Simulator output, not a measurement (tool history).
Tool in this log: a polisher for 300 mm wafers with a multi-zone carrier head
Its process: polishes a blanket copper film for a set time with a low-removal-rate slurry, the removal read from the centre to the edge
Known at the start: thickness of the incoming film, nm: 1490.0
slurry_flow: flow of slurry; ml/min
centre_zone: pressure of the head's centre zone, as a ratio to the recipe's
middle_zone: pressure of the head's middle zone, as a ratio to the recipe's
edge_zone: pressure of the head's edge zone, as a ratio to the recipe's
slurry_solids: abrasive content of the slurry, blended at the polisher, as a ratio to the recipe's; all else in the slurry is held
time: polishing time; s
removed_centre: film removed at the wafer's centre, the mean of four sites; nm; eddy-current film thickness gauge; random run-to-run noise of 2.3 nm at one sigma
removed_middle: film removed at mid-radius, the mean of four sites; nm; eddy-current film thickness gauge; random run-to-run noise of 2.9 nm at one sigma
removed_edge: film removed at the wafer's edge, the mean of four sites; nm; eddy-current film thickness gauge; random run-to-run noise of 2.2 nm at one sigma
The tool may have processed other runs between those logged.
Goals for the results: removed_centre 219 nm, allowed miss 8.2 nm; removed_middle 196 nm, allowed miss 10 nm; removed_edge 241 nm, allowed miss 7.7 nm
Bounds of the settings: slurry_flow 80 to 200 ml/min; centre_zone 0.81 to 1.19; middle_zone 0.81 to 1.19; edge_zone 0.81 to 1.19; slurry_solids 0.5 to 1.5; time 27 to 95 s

Run 1, hour 0: slurry_flow 130 ml/min, centre_zone 1, middle_zone 1, edge_zone 1, slurry_solids 1, time 61 s. Result: removed_centre 176.8 nm, removed_middle 169.42 nm, removed_edge 182.7 nm.
Run 2, hour 5.5: slurry_flow 130 ml/min, centre_zone 1, middle_zone 1, edge_zone 1, slurry_solids 1, time 76 s. Result: removed_centre 219.62 nm, removed_middle 215.83 nm, removed_edge 224.64 nm.
Run 3, hour 14.5: slurry_flow 130 ml/min, centre_zone 0.92, middle_zone 1, edge_zone 1, slurry_solids 1, time 76 s. Result: removed_centre 200.55 nm, removed_middle 217.33 nm, removed_edge 224.14 nm.
Run 4, hour 21.6: slurry_flow 145 ml/min, centre_zone 0.92, middle_zone 1, edge_zone 1, slurry_solids 1, time 76 s. Result: removed_centre 206.89 nm, removed_middle 220.51 nm, removed_edge 228.79 nm.
Run 5, hour 28.9: slurry_flow 150 ml/min, centre_zone 0.93, middle_zone 0.96, edge_zone 1.02, slurry_solids 1, time 76 s. Result: removed_centre 210.95 nm, removed_middle 207.14 nm, removed_edge 229.96 nm.
Run 6, hour 32.5: slurry_flow 150 ml/min, centre_zone 0.93, middle_zone 0.96, edge_zone 1.09, slurry_solids 1, time 76 s. Result: removed_centre 211.71 nm, removed_middle 214.21 nm, removed_edge 235.09 nm.
Run 7, hour 36.4: slurry_flow 150 ml/min, centre_zone 0.93, middle_zone 0.94, edge_zone 1.1, slurry_solids 1, time 76 s. Result: removed_centre 211.19 nm, removed_middle 207.91 nm, removed_edge 234.24 nm.
Run 8, hour 43.7: slurry_flow 150 ml/min, centre_zone 0.93, middle_zone 0.92, edge_zone 1.11, slurry_solids 1, time 76 s. Result: removed_centre 208.6 nm, removed_middle 203.58 nm, removed_edge 242.17 nm.

Which of these 4 next moves meets every target?
Run A, hour 51: slurry_flow 145 ml/min, centre_zone 0.81, middle_zone 0.87, edge_zone 1.01, slurry_solids 1.15, time 79 s. Result: removed_centre ?, removed_middle ?, removed_edge ?.
Run B, hour 51: slurry_flow 150 ml/min, centre_zone 0.91, middle_zone 0.95, edge_zone 1.09, slurry_solids 0.95, time 80 s. Result: removed_centre ?, removed_middle ?, removed_edge ?.
Run C, hour 51: slurry_flow 130 ml/min, centre_zone 1, middle_zone 0.88, edge_zone 1.15, slurry_solids 1.1, time 76 s. Result: removed_centre ?, removed_middle ?, removed_edge ?.
Run D, hour 51: slurry_flow 140 ml/min, centre_zone 0.93, middle_zone 1.03, edge_zone 1.06, slurry_solids 0.95, time 81 s. Result: removed_centre ?, removed_middle ?, removed_edge ?.

move  removed_centre  removed_middle  removed_edge
   A          195.79          207.35        246.92
   B           218.7          221.23        251.88
   C          225.82          195.69        245.06
   D           223.2          236.74        249.61
A: misses by more than the last run did
B: meets the target for the result that was furthest off, but another lies outside its allowed miss
C: every result within its allowed miss
D: meets the target for the result that was furthest off, but another lies outside its allowed miss
The right move is C.

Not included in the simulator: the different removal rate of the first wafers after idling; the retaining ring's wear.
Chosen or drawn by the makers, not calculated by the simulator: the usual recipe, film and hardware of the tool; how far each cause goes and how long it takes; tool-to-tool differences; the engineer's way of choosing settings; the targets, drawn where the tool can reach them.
